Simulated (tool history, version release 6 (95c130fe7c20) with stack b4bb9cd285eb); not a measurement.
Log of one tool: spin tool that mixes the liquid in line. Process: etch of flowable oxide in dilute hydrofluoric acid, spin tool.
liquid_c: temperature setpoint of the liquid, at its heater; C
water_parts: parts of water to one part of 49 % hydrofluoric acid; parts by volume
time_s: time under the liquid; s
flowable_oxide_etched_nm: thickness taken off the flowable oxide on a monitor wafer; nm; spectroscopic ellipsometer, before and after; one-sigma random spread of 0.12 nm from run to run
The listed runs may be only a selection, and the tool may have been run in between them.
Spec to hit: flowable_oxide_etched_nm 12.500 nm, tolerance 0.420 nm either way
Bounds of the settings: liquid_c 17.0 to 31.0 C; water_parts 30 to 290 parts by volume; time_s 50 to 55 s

| run | hour | liquid_c | water_parts | time_s | flowable_oxide_etched_nm |
|---|---|---|---|---|---|
| 1 | 0.0 | 23.0 | 160 | 50 | 17.828 |
| 2 | 0.6 | 22.0 | 165 | 50 | 16.433 |
| 3 | 3.9 | 21.5 | 165 | 50 | 16.279 |
| 4 | 8.4 | 21.0 | 165 | 50 | 15.903 |
| 5 | 11.8 | 21.0 | 135 | 50 | 19.910 |
| 6 | 13.1 | 21.0 | 135 | 50 | 20.119 |
| 7 | 21.2 | 20.5 | 140 | 50 | 18.615 |
| 8 | 28.6 | 20.0 | 145 | 50 | 17.719 |
| 9 | 31.4 | 19.5 | 150 | 50 | 16.655 |
| 10 | 36.0 | 19.0 | 155 | 50 | 15.724 |
| 11 | 43.5 | 18.5 | 160 | 50 | 15.012 |

Exercise: of the 4 proposed moves below, exactly one satisfies all targets within the stated allowed misses. Which move is it?
| A | 51.0 | 19.0 | 180 | 50 | ? |
| B | 51.0 | 17.0 | 180 | 55 | ? |
| C | 51.0 | 17.0 | 175 | 50 | ? |
| D | 51.0 | 19.0 | 175 | 50 | ? |

| move | flowable_oxide_etched_nm |
|---|---|
| A | 13.262 |
| B | 13.469 |
| C | 12.654 |
| D | 13.708 |
A: closer than the last run, but not yet in spec
B: closer than the last run, but not yet in spec
C: each result inside its tolerance
D: closer than the last run, but not yet in spec
The move that meets every target is C.
